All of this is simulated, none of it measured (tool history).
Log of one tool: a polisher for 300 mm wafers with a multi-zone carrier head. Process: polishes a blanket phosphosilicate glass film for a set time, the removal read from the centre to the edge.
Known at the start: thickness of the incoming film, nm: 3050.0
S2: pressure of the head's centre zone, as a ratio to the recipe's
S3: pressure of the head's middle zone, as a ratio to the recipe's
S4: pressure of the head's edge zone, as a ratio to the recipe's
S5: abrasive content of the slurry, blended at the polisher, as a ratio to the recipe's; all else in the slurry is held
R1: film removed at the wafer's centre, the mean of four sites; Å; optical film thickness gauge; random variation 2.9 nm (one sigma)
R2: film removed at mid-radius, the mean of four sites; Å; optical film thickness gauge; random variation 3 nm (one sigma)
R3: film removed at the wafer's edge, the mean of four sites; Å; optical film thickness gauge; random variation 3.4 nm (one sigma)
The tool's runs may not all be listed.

run 1 hour=0.0 | flow_of_slurry_(ml/min)=245 S2=1.00 S3=1.00 S4=1.00 S5=1.0 polishing_time_(s)=60 | R1=3200.3 R2=3223.3 R3=3237.7
run 2 hour=6.3 | flow_of_slurry_(ml/min)=210 S2=1.00 S3=1.00 S4=1.00 S5=1.0 polishing_time_(s)=60 | R1=3214.3 R2=3188.0 R3=3144.9
run 3 hour=12.9 | flow_of_slurry_(ml/min)=210 S2=1.00 S3=0.94 S4=1.00 S5=1.0 polishing_time_(s)=60 | R1=3201.8 R2=2970.4 R3=3166.5
run 4 hour=16.0 | flow_of_slurry_(ml/min)=225 S2=1.04 S3=0.99 S4=1.01 S5=1.0 polishing_time_(s)=60 | R1=3332.7 R2=3153.7 R3=3217.7
run 5 hour=20.7 | flow_of_slurry_(ml/min)=225 S2=1.04 S3=0.96 S4=1.01 S5=1.0 polishing_time_(s)=60 | R1=3380.1 R2=3076.5 R3=3239.6
run 6 hour=25.6 | flow_of_slurry_(ml/min)=225 S2=1.04 S3=0.89 S4=1.01 S5=1.0 polishing_time_(s)=60 | R1=3371.2 R2=2899.6 R3=3179.0
run 7 hour=32.2 | flow_of_slurry_(ml/min)=245 S2=1.07 S3=0.95 S4=1.00 S5=1.0 polishing_time_(s)=60 | R1=3499.4 R2=3045.5 R3=3258.3
run 8 hour=35.7 | flow_of_slurry_(ml/min)=250 S2=1.09 S3=1.01 S4=0.99 S5=1.0 polishing_time_(s)=60 | R1=3589.1 R2=3262.3 R3=3191.2
run 9 hour=40.7 | flow_of_slurry_(ml/min)=265 S2=1.10 S3=1.04 S4=1.00 S5=1.0 polishing_time_(s)=60 | R1=3630.5 R2=3325.9 R3=3234.1
run 10 hour=47.3 | flow_of_slurry_(ml/min)=275 S2=1.11 S3=1.07 S4=1.01 S5=1.0 polishing_time_(s)=60 | R1=3650.5 R2=3384.0 R3=3276.4
run 11 hour=54.2 | flow_of_slurry_(ml/min)=280 S2=1.12 S3=1.10 S4=1.01 S5=1.0 polishing_time_(s)=60 | R1=3720.7 R2=3520.3 R3=3259.2
run 12 hour=61.3 | flow_of_slurry_(ml/min)=280 S2=1.12 S3=1.10 S4=1.01 S5=1.0 polishing_time_(s)=60 | R1=3737.6 R2=3534.7 R3=3319.2

Run 13 comes next. What will it give?
run 13 hour=63.2 | flow_of_slurry_(ml/min)=285 S2=1.13 S3=1.12 S4=1.01 S5=1.0 polishing_time_(s)=60 | R1=? R2=? R3=?

{"run 13": {"R1": 3785.4, "R2": 3571.1, "R3": 3216.9}}
